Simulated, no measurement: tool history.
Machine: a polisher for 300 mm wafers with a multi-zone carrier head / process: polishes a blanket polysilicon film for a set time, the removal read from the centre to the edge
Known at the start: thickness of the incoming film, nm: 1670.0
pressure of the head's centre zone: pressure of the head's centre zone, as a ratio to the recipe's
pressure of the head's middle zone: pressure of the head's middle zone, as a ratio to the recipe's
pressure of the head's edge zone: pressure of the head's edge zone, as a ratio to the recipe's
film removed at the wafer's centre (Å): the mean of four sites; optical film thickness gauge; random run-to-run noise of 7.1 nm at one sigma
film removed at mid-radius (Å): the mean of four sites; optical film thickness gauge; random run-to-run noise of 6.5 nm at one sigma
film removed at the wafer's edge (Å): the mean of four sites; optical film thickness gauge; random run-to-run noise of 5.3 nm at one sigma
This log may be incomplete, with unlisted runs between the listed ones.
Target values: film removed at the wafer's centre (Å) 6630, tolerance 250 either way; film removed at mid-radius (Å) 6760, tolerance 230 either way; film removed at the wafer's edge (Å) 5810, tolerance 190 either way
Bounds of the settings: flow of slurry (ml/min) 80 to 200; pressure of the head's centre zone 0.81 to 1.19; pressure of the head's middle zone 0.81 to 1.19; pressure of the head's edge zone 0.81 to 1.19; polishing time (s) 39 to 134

run  hour  flow of slurry (ml/min)  pressure of the head's centre zone  pressure of the head's middle zone  pressure of the head's edge zone  polishing time (s)  film removed at the wafer's centre (Å)  film removed at mid-radius (Å)  film removed at the wafer's edge (Å)
  1     0                      130                                   1                                   1                                 1                  86                                  5478.4                          5239.5                                  5218
  2   4.4                      130                                   1                                1.03                                 1                  86                                  5386.9                          5441.7                                5107.9
  3  10.1                      145                                1.02                                1.05                              1.02                  87                                  5811.5                          5774.5                                5278.6
  4  17.8                      145                                1.02                                1.05                              1.02                  71                                  4759.1                          4705.3                                4384.8
  5  19.7                      175                                1.02                                1.05                              1.02                  71                                  4951.5                          4857.1                                4439.2
  6  21.7                      175                                1.02                                1.05                              1.07                  71                                  4843.6                          4845.6                                4602.6
  7  22.6                      175                                1.05                                1.08                              1.09                  76                                  5478.7                          5243.3                                4952.4
  8  30.1                      180                                1.05                                1.11                               1.1                  80                                  5752.6                          5874.4                                5186.6

Below are 4 possible settings for the next run. Only one of them brings all results inside the allowed miss of their targets. Which is it?
  A  37.6                      200                                1.19                                1.11                              0.99                  85                                       ?                               ?                                     ?
  B  37.6                      195                                1.09                                1.17                              1.03                  87                                       ?                               ?                                     ?
  C  37.6                      200                                1.07                                1.16                               1.1                  88                                       ?                               ?                                     ?
  D  37.6                      165                                1.09                                1.07                              1.08                  91                                       ?                               ?                                     ?

move  film removed at the wafer's centre (Å)  film removed at mid-radius (Å)  film removed at the wafer's edge (Å)
   A                                  6889.9                            6187                                5358.6
   B                                    6431                          6604.1                                5561.5
   C                                  6411.4                          6656.1                                5813.8
   D                                  6514.8                          6220.5                                5830.3
A: gains on the last run, yet a result remains outside its allowed miss
B: brings the last run's worst result on target, with another outside its allowed miss
C: hits every target within its allowed miss
D: gains on the last run, yet a result remains outside its allowed miss
Go with C: it meets all targets.
